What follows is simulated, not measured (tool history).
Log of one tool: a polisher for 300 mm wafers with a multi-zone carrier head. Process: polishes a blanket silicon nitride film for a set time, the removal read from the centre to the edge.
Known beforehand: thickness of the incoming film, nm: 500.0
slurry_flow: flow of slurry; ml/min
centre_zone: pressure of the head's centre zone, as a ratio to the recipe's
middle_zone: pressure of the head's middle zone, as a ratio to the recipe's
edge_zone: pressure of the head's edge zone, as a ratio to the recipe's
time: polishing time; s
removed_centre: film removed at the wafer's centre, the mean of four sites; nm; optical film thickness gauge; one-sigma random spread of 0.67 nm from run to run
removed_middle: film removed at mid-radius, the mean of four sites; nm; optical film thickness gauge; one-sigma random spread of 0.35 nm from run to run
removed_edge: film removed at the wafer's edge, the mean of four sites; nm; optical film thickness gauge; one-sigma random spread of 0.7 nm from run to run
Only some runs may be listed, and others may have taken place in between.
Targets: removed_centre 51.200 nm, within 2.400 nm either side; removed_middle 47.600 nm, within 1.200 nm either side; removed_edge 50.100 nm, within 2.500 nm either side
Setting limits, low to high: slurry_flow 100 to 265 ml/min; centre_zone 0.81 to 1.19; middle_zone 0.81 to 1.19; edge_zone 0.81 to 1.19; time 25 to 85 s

Run 1, day 0.000: slurry_flow 170 ml/min, centre_zone 1.00, middle_zone 1.00, edge_zone 1.00, time 55 s. Result: removed_centre 70.916 nm, removed_middle 70.317 nm, removed_edge 72.321 nm.
Run 2, day 0.108: slurry_flow 205 ml/min, centre_zone 1.00, middle_zone 1.00, edge_zone 1.00, time 55 s. Result: removed_centre 71.989 nm, removed_middle 72.471 nm, removed_edge 73.239 nm.
Run 3, day 0.400: slurry_flow 205 ml/min, centre_zone 0.99, middle_zone 0.98, edge_zone 0.98, time 52 s. Result: removed_centre 68.717 nm, removed_middle 66.797 nm, removed_edge 67.163 nm.
Run 4, day 0.596: slurry_flow 205 ml/min, centre_zone 0.99, middle_zone 0.98, edge_zone 0.98, time 63 s. Result: removed_centre 81.278 nm, removed_middle 81.623 nm, removed_edge 81.473 nm.
Run 5, day 0.946: slurry_flow 200 ml/min, centre_zone 0.97, middle_zone 0.95, edge_zone 0.96, time 60 s. Result: removed_centre 76.151 nm, removed_middle 75.238 nm, removed_edge 80.271 nm.
Run 6, day 1.038: slurry_flow 170 ml/min, centre_zone 0.97, middle_zone 0.95, edge_zone 0.96, time 60 s. Result: removed_centre 74.498 nm, removed_middle 73.413 nm, removed_edge 79.594 nm.
Run 7, day 1.262: slurry_flow 170 ml/min, centre_zone 0.97, middle_zone 0.95, edge_zone 0.96, time 60 s. Result: removed_centre 74.243 nm, removed_middle 73.883 nm, removed_edge 75.019 nm.
Run 8, day 1.633: slurry_flow 165 ml/min, centre_zone 0.96, middle_zone 0.93, edge_zone 0.95, time 57 s. Result: removed_centre 71.096 nm, removed_middle 69.202 nm, removed_edge 72.054 nm.
Run 9, day 1.796: slurry_flow 160 ml/min, centre_zone 0.95, middle_zone 0.92, edge_zone 0.94, time 54 s. Result: removed_centre 63.060 nm, removed_middle 63.089 nm, removed_edge 67.813 nm.
Run 10, day 2.104: slurry_flow 160 ml/min, centre_zone 0.96, middle_zone 0.91, edge_zone 0.92, time 52 s. Result: removed_centre 65.282 nm, removed_middle 60.987 nm, removed_edge 64.268 nm.
Run 11, day 2.154: slurry_flow 160 ml/min, centre_zone 0.95, middle_zone 0.90, edge_zone 0.91, time 50 s. Result: removed_centre 59.860 nm, removed_middle 57.668 nm, removed_edge 62.158 nm.
Run 12, day 2.412: slurry_flow 135 ml/min, centre_zone 1.01, middle_zone 0.89, edge_zone 0.81, time 40 s. Result: removed_centre 50.005 nm, removed_middle 45.090 nm, removed_edge 45.788 nm.
Run 13, day 2.721: slurry_flow 140 ml/min, centre_zone 1.00, middle_zone 0.89, edge_zone 0.82, time 40 s. Result: removed_centre 49.248 nm, removed_middle 45.217 nm, removed_edge 46.664 nm.
Run 14, day 2.871: slurry_flow 145 ml/min, centre_zone 1.00, middle_zone 0.89, edge_zone 0.83, time 40 s. Result: removed_centre 48.670 nm, removed_middle 45.046 nm, removed_edge 47.412 nm.
Run 15, day 3.071: slurry_flow 150 ml/min, centre_zone 1.00, middle_zone 0.89, edge_zone 0.84, time 40 s. Result: removed_centre 50.866 nm, removed_middle 45.426 nm, removed_edge 47.769 nm.
Run 16, day 3.246: slurry_flow 155 ml/min, centre_zone 1.00, middle_zone 0.89, edge_zone 0.85, time 40 s. Result: removed_centre 49.739 nm, removed_middle 45.601 nm, removed_edge 48.874 nm.

Consider the 5 candidate settings below. Which is the only one whose results all fall within their allowed miss of target?
Run A, day 3.421: slurry_flow 160 ml/min, centre_zone 0.89, middle_zone 0.92, edge_zone 0.88, time 41 s. Result: removed_centre ?, removed_middle ?, removed_edge ?.
Run B, day 3.421: slurry_flow 100 ml/min, centre_zone 1.00, middle_zone 0.94, edge_zone 0.81, time 42 s. Result: removed_centre ?, removed_middle ?, removed_edge ?.
Run C, day 3.421: slurry_flow 100 ml/min, centre_zone 1.03, middle_zone 0.87, edge_zone 0.86, time 43 s. Result: removed_centre ?, removed_middle ?, removed_edge ?.
Run D, day 3.421: slurry_flow 170 ml/min, centre_zone 0.91, middle_zone 0.83, edge_zone 0.90, time 40 s. Result: removed_centre ?, removed_middle ?, removed_edge ?.
Run E, day 3.421: slurry_flow 160 ml/min, centre_zone 0.98, middle_zone 0.90, edge_zone 0.88, time 41 s. Result: removed_centre ?, removed_middle ?, removed_edge ?.

move  removed_centre  removed_middle  removed_edge
   A          46.329          48.878        51.138
   B          47.493          45.923        46.950
   C          50.070          44.230        49.402
   D          46.736          44.457        50.845
   E          51.047          48.016        51.150
A: takes the biggest miss from the last run beyond its target
B: an improvement on the last run, though not all results are within tolerance
C: further off than the last run
D: further off than the last run
E: every result lands within tolerance
Move E is the one to make.

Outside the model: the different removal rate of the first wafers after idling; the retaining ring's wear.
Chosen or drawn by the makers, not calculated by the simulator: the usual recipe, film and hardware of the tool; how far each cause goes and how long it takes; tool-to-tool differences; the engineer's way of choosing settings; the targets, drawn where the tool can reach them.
